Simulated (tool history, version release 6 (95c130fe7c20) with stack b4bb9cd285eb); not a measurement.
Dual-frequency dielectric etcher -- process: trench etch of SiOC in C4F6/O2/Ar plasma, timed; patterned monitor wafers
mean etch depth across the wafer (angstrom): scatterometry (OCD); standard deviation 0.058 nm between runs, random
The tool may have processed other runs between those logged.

run,hour,source power (W),bias power (W),etch time (s),mean etch depth across the wafer (angstrom)
1,0,330,184,8.5,171.73
2,2.4,350,187,8.5,176.89
3,10.2,350,187,8.5,175.66
4,12.6,370,192,8.5,182.58
5,19.9,390,193,8.5,187.25
6,22.2,390,205,8.5,189.58
7,29.5,400,206,8.5,192.78

Run 8, settings as shown, results not yet in. Your forecast:
8,34.4,410,207,8.5,?

{"run 8": {"mean etch depth across the wafer (angstrom)": 193.99}}

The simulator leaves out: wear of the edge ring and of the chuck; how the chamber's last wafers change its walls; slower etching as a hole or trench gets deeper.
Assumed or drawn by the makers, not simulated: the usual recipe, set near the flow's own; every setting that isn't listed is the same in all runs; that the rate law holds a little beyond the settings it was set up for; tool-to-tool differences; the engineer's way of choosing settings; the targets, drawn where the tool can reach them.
